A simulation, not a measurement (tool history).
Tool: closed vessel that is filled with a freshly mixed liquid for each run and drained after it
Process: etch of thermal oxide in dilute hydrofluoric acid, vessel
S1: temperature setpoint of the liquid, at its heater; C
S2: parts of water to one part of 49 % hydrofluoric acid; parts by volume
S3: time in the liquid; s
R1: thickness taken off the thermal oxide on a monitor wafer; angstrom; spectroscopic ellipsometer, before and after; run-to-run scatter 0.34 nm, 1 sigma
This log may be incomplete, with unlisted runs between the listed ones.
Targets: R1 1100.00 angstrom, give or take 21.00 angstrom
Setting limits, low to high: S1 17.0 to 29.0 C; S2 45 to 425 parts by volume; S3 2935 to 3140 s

run 1 day=0.000 | S1=21.0 S2=235 S3=2935 | R1=468.43
run 2 day=0.083 | S1=23.0 S2=235 S3=2935 | R1=501.99
run 3 day=0.362 | S1=23.0 S2=235 S3=3140 | R1=540.07
run 4 day=0.767 | S1=23.0 S2=200 S3=3140 | R1=661.94
run 5 day=0.829 | S1=23.0 S2=200 S3=3140 | R1=657.54
run 6 day=1.129 | S1=24.5 S2=180 S3=3140 | R1=786.10
run 7 day=1.258 | S1=24.5 S2=180 S3=3140 | R1=790.11
run 8 day=1.392 | S1=28.5 S2=140 S3=3140 | R1=1236.70
run 9 day=1.562 | S1=28.0 S2=140 S3=3140 | R1=1213.80
run 10 day=1.688 | S1=27.5 S2=140 S3=3140 | R1=1196.00

Exercise: of the 4 proposed moves below, exactly one satisfies all targets within the stated allowed misses. Which move is it?
run A day=1.812 | S1=26.0 S2=145 S3=3065 | R1=?
run B day=1.812 | S1=28.5 S2=160 S3=3110 | R1=?
run C day=1.812 | S1=26.5 S2=140 S3=3040 | R1=?
run D day=1.812 | S1=27.5 S2=155 S3=3110 | R1=?

move=A R1=1060.80
move=B R1=1050.30
move=C R1=1117.20
move=D R1=1051.80
A: carries the result that was furthest off beyond its target, to the other side
B: carries the result that was furthest off beyond its target, to the other side
C: every result lands within tolerance
D: carries the result that was furthest off beyond its target, to the other side
C is the move that brings every result within its allowed miss.
